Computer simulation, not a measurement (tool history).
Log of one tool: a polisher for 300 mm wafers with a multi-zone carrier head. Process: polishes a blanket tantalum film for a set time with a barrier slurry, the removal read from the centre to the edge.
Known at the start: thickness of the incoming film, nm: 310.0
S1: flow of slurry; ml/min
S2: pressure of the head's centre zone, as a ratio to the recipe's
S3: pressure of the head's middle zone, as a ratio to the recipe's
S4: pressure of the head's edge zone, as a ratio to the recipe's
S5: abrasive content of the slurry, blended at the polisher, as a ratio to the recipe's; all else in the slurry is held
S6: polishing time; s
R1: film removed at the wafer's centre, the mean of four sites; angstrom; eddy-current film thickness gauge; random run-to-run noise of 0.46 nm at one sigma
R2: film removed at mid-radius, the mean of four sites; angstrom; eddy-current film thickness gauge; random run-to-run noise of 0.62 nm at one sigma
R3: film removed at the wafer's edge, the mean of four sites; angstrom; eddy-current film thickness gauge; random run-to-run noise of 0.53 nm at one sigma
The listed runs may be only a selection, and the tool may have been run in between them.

run 1 day=0.000 | S1=290 S2=1.00 S3=1.00 S4=1.00 S5=1.00 S6=61 | R1=1112.70 R2=1087.60 R3=1068.40
run 2 day=0.025 | S1=290 S2=1.00 S3=1.00 S4=1.07 S5=1.00 S6=61 | R1=1117.40 R2=1074.70 R3=1089.20
run 3 day=0.054 | S1=290 S2=1.00 S3=0.92 S4=1.07 S5=1.00 S6=61 | R1=1131.60 R2=1011.30 R3=1101.20
run 4 day=0.412 | S1=290 S2=1.00 S3=0.92 S4=1.07 S5=0.80 S6=61 | R1=993.26 R2=904.92 R3=1001.10
run 5 day=0.588 | S1=325 S2=1.00 S3=0.92 S4=1.07 S5=0.80 S6=61 | R1=1011.00 R2=920.34 R3=1002.00
run 6 day=0.829 | S1=340 S2=1.00 S3=0.93 S4=1.04 S5=0.75 S6=57 | R1=922.88 R2=842.98 R3=908.09
run 7 day=0.900 | S1=350 S2=1.00 S3=0.95 S4=1.01 S5=0.70 S6=54 | R1=839.64 R2=771.73 R3=809.15
run 8 day=0.996 | S1=355 S2=1.00 S3=0.97 S4=0.98 S5=0.65 S6=52 | R1=772.94 R2=725.48 R3=742.30
run 9 day=1.071 | S1=360 S2=1.00 S3=0.98 S4=0.96 S5=0.65 S6=51 | R1=752.20 R2=727.92 R3=716.59
run 10 day=1.204 | S1=360 S2=1.00 S3=0.98 S4=0.94 S5=0.65 S6=50 | R1=745.71 R2=713.36 R3=681.56
run 11 day=1.392 | S1=310 S2=0.90 S3=0.91 S4=0.84 S5=0.50 S6=46 | R1=483.61 R2=474.64 R3=477.74
run 12 day=1.642 | S1=325 S2=0.91 S3=0.93 S4=0.85 S5=0.50 S6=46 | R1=489.54 R2=486.28 R3=478.55
run 13 day=1.846 | S1=340 S2=1.01 S3=1.03 S4=0.95 S5=0.75 S6=47 | R1=767.65 R2=753.26 R3=704.93

What will run 14 give?
run 14 day=2.046 | S1=335 S2=1.00 S3=1.02 S4=0.93 S5=0.75 S6=47 | R1=? R2=? R3=?

Run 14 gave R1 767.91 angstrom, R2 765.64 angstrom, R3 696.79 angstrom.

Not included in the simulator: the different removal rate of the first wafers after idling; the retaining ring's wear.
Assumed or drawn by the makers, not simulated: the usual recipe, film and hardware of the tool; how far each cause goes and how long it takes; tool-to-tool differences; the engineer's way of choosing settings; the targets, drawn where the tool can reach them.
